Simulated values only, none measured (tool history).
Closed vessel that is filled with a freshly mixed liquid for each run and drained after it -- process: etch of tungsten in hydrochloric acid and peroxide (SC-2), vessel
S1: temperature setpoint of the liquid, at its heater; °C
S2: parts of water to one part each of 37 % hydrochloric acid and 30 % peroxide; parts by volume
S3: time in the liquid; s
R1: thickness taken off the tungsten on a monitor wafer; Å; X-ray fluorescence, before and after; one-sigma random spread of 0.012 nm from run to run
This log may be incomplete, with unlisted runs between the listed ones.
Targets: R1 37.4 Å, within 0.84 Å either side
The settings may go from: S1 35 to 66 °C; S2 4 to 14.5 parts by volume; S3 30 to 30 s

run 1 hour=0 | S1=50 S2=8 S3=30 | R1=59.774
run 2 hour=4.8 | S1=49 S2=8 S3=30 | R1=56.549
run 3 hour=13.4 | S1=48 S2=8 S3=30 | R1=52.476
run 4 hour=14.8 | S1=47.5 S2=8 S3=30 | R1=50.883
run 5 hour=21.5 | S1=53 S2=8 S3=30 | R1=72.849
run 6 hour=25.1 | S1=51.5 S2=8 S3=30 | R1=66.545
run 7 hour=31 | S1=50.5 S2=8 S3=30 | R1=62.005
run 8 hour=36.4 | S1=49.5 S2=8 S3=30 | R1=58.191
run 9 hour=39.8 | S1=48.5 S2=8 S3=30 | R1=54.605
run 10 hour=46 | S1=47.5 S2=8 S3=30 | R1=51.031
run 11 hour=49.5 | S1=47 S2=8 S3=30 | R1=49.138
run 12 hour=54.7 | S1=42 S2=8 S3=30 | R1=34.704
run 13 hour=58.2 | S1=42.5 S2=8 S3=30 | R1=36.028

4 next moves are on the table. One of them brings every result within its allowed miss. Which?
run A hour=61.7 | S1=43 S2=8 S3=30 | R1=?
run B hour=61.7 | S1=41 S2=7.5 S3=30 | R1=?
run C hour=61.7 | S1=39.5 S2=6.5 S3=30 | R1=?
run D hour=61.7 | S1=41.5 S2=7.5 S3=30 | R1=?

move=A R1=37.276
move=B R1=34.105
move=C R1=34.272
move=D R1=35.328
A: meets every target
B: lands further from the targets than the last run did
C: lands further from the targets than the last run did
D: lands further from the targets than the last run did
Go with A: it meets all targets.
